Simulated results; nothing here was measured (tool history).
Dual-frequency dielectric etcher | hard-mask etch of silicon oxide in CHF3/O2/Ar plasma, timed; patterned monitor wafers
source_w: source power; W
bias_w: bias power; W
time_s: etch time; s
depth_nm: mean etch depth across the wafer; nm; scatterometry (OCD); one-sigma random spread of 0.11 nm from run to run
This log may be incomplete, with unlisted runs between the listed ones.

| run | hour | source_w | bias_w | time_s | depth_nm |
|---|---|---|---|---|---|
| 1 | 0 | 650 | 156 | 17 | 31.118 |
| 2 | 5.9 | 620 | 153 | 17 | 30.773 |
| 3 | 11.3 | 720 | 153 | 17 | 31.73 |
| 4 | 16.9 | 700 | 146 | 17 | 30.981 |
| 5 | 21.6 | 680 | 140 | 17 | 30.283 |
| 6 | 30.5 | 660 | 136 | 17 | 29.768 |
| 7 | 39.5 | 640 | 133 | 17 | 29.45 |
| 8 | 47.5 | 630 | 130 | 17 | 28.905 |
| 9 | 50.6 | 620 | 128 | 17 | 28.467 |

Run 10 is up next; what results do you expect?
| 10 | 59.2 | 610 | 127 | 17 | ? |

{"run 10": {"depth_nm": 28.333}}

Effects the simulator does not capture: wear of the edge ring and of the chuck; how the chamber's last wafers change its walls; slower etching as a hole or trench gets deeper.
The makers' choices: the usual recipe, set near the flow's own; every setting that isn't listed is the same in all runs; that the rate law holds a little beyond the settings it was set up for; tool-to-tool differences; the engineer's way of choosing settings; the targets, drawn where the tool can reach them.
